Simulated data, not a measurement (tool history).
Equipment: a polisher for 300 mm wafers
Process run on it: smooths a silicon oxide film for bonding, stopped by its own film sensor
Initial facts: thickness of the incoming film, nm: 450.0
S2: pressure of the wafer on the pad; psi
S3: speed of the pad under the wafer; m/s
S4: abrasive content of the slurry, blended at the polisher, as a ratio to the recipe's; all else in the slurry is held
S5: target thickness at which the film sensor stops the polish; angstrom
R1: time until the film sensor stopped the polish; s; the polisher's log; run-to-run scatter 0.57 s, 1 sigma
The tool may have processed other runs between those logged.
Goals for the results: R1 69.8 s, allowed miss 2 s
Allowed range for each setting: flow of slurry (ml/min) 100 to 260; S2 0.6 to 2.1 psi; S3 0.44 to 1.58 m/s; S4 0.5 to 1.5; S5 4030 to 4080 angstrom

Run 1, hour 0: flow of slurry (ml/min) 165, S2 1.3 psi, S3 1 m/s, S4 1, S5 4030 angstrom. Result: R1 94.494 s.
Run 2, hour 4.7: flow of slurry (ml/min) 165, S2 1.1 psi, S3 1 m/s, S4 1, S5 4030 angstrom. Result: R1 109.68 s.
Run 3, hour 8.6: flow of slurry (ml/min) 205, S2 1.1 psi, S3 1 m/s, S4 1, S5 4030 angstrom. Result: R1 106.91 s.
Run 4, hour 14.4: flow of slurry (ml/min) 205, S2 1.2 psi, S3 1 m/s, S4 1, S5 4030 angstrom. Result: R1 101.01 s.
Run 5, hour 22.5: flow of slurry (ml/min) 185, S2 1.2 psi, S3 1 m/s, S4 1, S5 4030 angstrom. Result: R1 101.84 s.
Run 6, hour 31.3: flow of slurry (ml/min) 145, S2 1.2 psi, S3 1 m/s, S4 1, S5 4030 angstrom. Result: R1 106.01 s.
Run 7, hour 36.4: flow of slurry (ml/min) 155, S2 1.3 psi, S3 1 m/s, S4 1, S5 4030 angstrom. Result: R1 96.994 s.
Run 8, hour 43.7: flow of slurry (ml/min) 160, S2 1.4 psi, S3 1 m/s, S4 1, S5 4030 angstrom. Result: R1 90.065 s.

Exactly one of the 5 candidate moves below puts every result within its allowed miss. Which one?
Run A, hour 51: flow of slurry (ml/min) 170, S2 1.7 psi, S3 1 m/s, S4 1.05, S5 4070 angstrom. Result: R1 ?.
Run B, hour 51: flow of slurry (ml/min) 170, S2 1.6 psi, S3 1.06 m/s, S4 1.05, S5 4070 angstrom. Result: R1 ?.
Run C, hour 51: flow of slurry (ml/min) 165, S2 1.4 psi, S3 1.08 m/s, S4 1, S5 4070 angstrom. Result: R1 ?.
Run D, hour 51: flow of slurry (ml/min) 210, S2 1.6 psi, S3 0.98 m/s, S4 1, S5 4070 angstrom. Result: R1 ?.
Run E, hour 51: flow of slurry (ml/min) 140, S2 1.8 psi, S3 0.86 m/s, S4 1.25, S5 4070 angstrom. Result: R1 ?.

move      R1
   A   65.16
   B  65.984
   C  76.384
   D  69.872
   E  66.227
A: carries the result that was furthest off beyond its target, to the other side
B: carries the result that was furthest off beyond its target, to the other side
C: moves toward the targets from the last run without getting all of them in spec
D: every result lands within tolerance
E: carries the result that was furthest off beyond its target, to the other side
Go with D: it meets all targets.

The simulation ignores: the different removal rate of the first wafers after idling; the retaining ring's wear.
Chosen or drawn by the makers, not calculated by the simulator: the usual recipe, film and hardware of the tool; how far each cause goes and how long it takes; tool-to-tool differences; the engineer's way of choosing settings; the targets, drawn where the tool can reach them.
